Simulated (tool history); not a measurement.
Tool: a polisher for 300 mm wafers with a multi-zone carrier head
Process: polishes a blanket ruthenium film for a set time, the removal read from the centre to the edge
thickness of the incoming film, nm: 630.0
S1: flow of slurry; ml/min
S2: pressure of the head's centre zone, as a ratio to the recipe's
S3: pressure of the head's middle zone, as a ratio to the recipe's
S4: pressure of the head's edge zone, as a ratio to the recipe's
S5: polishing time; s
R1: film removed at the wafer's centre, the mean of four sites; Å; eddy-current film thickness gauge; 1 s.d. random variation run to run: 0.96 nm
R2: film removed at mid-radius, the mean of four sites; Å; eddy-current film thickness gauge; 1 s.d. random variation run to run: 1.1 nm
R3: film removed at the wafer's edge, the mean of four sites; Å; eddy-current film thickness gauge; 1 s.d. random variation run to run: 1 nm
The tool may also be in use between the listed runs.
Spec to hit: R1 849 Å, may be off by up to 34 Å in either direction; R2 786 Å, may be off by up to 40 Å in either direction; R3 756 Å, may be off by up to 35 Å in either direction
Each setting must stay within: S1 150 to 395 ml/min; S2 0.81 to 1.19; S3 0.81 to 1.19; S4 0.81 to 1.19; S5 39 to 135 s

Run 1, hour 0: S1 250 ml/min, S2 1, S3 1, S4 1, S5 87 s. Result: R1 1056.7 Å, R2 1037.5 Å, R3 1016.5 Å.
Run 2, hour 3.7: S1 250 ml/min, S2 1.07, S3 1, S4 1, S5 87 s. Result: R1 1125 Å, R2 1068.4 Å, R3 1037.8 Å.
Run 3, hour 5.9: S1 250 ml/min, S2 1.07, S3 1, S4 1.08, S5 87 s. Result: R1 1118 Å, R2 1042.4 Å, R3 1075.4 Å.
Run 4, hour 8.3: S1 250 ml/min, S2 1.07, S3 0.99, S4 1.06, S5 84 s. Result: R1 1083.4 Å, R2 1024.4 Å, R3 1007.6 Å.
Run 5, hour 16.8: S1 250 ml/min, S2 1.07, S3 0.99, S4 1.06, S5 102 s. Result: R1 1317.4 Å, R2 1194.6 Å, R3 1275.9 Å.
Run 6, hour 21.1: S1 250 ml/min, S2 1.01, S3 0.99, S4 1.06, S5 102 s. Result: R1 1255.3 Å, R2 1214.8 Å, R3 1226.6 Å.
Run 7, hour 26.2: S1 250 ml/min, S2 0.94, S3 0.89, S4 0.96, S5 78 s. Result: R1 882.56 Å, R2 857.46 Å, R3 888.03 Å.
Run 8, hour 31.1: S1 250 ml/min, S2 0.95, S3 0.89, S4 0.95, S5 77 s. Result: R1 882.83 Å, R2 858.21 Å, R3 876.84 Å.
Run 9, hour 39.2: S1 250 ml/min, S2 0.96, S3 0.89, S4 0.94, S5 76 s. Result: R1 891.61 Å, R2 830.69 Å, R3 862.36 Å.
Run 10, hour 44.2: S1 250 ml/min, S2 0.96, S3 0.89, S4 0.93, S5 75 s. Result: R1 867.02 Å, R2 830.25 Å, R3 845 Å.

5 candidate next runs follow, results not yet known. Just one meets every target within its allowed miss. Identify it.
Run A, hour 49.2: S1 245 ml/min, S2 1.03, S3 0.95, S4 0.87, S5 69 s. Result: R1 ?, R2 ?, R3 ?.
Run B, hour 49.2: S1 300 ml/min, S2 1.09, S3 1.02, S4 0.81, S5 72 s. Result: R1 ?, R2 ?, R3 ?.
Run C, hour 49.2: S1 245 ml/min, S2 0.99, S3 1.06, S4 0.81, S5 69 s. Result: R1 ?, R2 ?, R3 ?.
Run D, hour 49.2: S1 220 ml/min, S2 0.95, S3 0.83, S4 1.01, S5 77 s. Result: R1 ?, R2 ?, R3 ?.
Run E, hour 49.2: S1 155 ml/min, S2 0.94, S3 0.86, S4 1.1, S5 80 s. Result: R1 ?, R2 ?, R3 ?.

move      R1      R2      R3
   A   878.7  801.46  761.48
   B  997.04  908.94  783.07
   C  844.97  879.42  736.64
   D  888.05  788.01  902.43
   E  848.48  789.69  932.03
A: meets every target
B: brings the last run's worst result on target, with another outside its allowed miss
C: brings the last run's worst result on target, with another outside its allowed miss
D: further off than the last run
E: further off than the last run
Move A is the one to make.
